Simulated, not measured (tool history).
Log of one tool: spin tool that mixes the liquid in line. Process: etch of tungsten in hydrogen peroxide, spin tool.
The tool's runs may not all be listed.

run	day	temperature setpoint of the liquid (°C)	concentration of hydrogen peroxide in the mixed liquid (% by weight)	time under the liquid (s)	thickness taken off the tungsten on a monitor wafer (Å)
1	0	51	16.5	55	533.95
2	0.088	51	20	55	585.22
3	0.188	48.5	20	55	503.64
4	0.388	48.5	20	60	543.71
5	0.638	48.5	22.5	60	585.66
6	0.921	55.5	22.5	60	884.44
7	1.179	55.5	22.5	60	885.5
8	1.292	51	22.5	60	678.58
9	1.396	48	22.5	60	568.8
10	1.429	45.5	22.5	60	486.51
11	1.629	44	22.5	60	435.71

What does the tool deliver on the next run?
12	1.958	39.5	22.5	60	?

Run 12 gave thickness taken off the tungsten on a monitor wafer (Å) 331.93.

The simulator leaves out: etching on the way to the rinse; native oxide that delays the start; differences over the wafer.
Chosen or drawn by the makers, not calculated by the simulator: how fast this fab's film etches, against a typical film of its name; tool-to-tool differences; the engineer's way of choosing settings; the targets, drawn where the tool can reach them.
